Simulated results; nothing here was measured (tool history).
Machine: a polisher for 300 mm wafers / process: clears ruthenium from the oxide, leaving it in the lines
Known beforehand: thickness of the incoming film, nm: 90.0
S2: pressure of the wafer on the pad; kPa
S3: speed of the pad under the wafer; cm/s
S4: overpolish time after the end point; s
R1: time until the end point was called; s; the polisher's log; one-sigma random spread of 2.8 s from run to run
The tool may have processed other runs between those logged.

Run 1, hour 0: flow of slurry (ml/min) 170, S2 15.9 kPa, S3 96 cm/s, S4 29 s. Result: R1 81.116 s.
Run 2, hour 6.6: flow of slurry (ml/min) 170, S2 13.8 kPa, S3 94 cm/s, S4 29 s. Result: R1 93.308 s.
Run 3, hour 13.9: flow of slurry (ml/min) 170, S2 15.9 kPa, S3 94 cm/s, S4 29 s. Result: R1 79.365 s.
Run 4, hour 18: flow of slurry (ml/min) 155, S2 15.9 kPa, S3 94 cm/s, S4 29 s. Result: R1 83.254 s.
Run 5, hour 24.8: flow of slurry (ml/min) 155, S2 15.9 kPa, S3 108 cm/s, S4 29 s. Result: R1 75.784 s.
At hour 27.8: head pressure recalibrated.
Run 6, hour 27.8: flow of slurry (ml/min) 155, S2 15.9 kPa, S3 90 cm/s, S4 29 s. Result: R1 94.326 s.
Run 7, hour 29.5: flow of slurry (ml/min) 145, S2 15.2 kPa, S3 90 cm/s, S4 29 s. Result: R1 98.176 s.
Run 8, hour 33.5: flow of slurry (ml/min) 135, S2 13.8 kPa, S3 90 cm/s, S4 29 s. Result: R1 111.18 s.
Run 9, hour 40.6: flow of slurry (ml/min) 130, S2 13.1 kPa, S3 90 cm/s, S4 29 s. Result: R1 117.64 s.
Run 10, hour 48.9: flow of slurry (ml/min) 130, S2 9 kPa, S3 86 cm/s, S4 29 s. Result: R1 178.18 s.
Run 11, hour 53.9: flow of slurry (ml/min) 140, S2 9 kPa, S3 86 cm/s, S4 29 s. Result: R1 170.55 s.

Forecast run 12:
Run 12, hour 54.5: flow of slurry (ml/min) 145, S2 9 kPa, S3 86 cm/s, S4 29 s. Result: R1 ?.

For run 12 the tool returned R1 171.58 s.
